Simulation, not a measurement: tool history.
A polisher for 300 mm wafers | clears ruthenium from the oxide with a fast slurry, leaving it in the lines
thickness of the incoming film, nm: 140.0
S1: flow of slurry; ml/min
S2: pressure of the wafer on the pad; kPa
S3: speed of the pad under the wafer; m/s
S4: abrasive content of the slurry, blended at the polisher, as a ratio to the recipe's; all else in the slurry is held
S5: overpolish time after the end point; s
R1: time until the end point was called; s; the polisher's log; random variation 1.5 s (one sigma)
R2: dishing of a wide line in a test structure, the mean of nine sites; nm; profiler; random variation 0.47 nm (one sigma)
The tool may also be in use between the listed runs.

run 1 hour=0 | S1=295 S2=13.1 S3=1.02 S4=1 S5=18 | R1=50.486 R2=26.224
run 2 hour=7.8 | S1=295 S2=11.7 S3=1 S4=1 S5=18 | R1=55.843 R2=25.963
run 3 hour=14.8 | S1=295 S2=11 S3=0.98 S4=1 S5=17 | R1=60.441 R2=23.409
run 4 hour=18.3 | S1=295 S2=11 S3=0.98 S4=1 S5=10 | R1=57.105 R2=16.544
run 5 hour=26.6 | S1=295 S2=10.3 S3=0.98 S4=1 S5=12 | R1=61.61 R2=18.677
run 6 hour=27.8 | S1=295 S2=12.4 S3=0.98 S4=1 S5=12 | R1=52.073 R2=20.288
-- hour=33 slurry blender recalibrated
run 7 hour=33 | S1=295 S2=11.7 S3=0.96 S4=1 S5=14 | R1=51.299 R2=22.397
run 8 hour=36 | S1=295 S2=11.7 S3=0.96 S4=1 S5=14 | R1=51.763 R2=22.841

The next listed run, before its measurement:
run 9 hour=44 | S1=295 S2=11 S3=0.94 S4=1 S5=15 | R1=? R2=?

R1: 53.752 s
R2: 23.191 nm
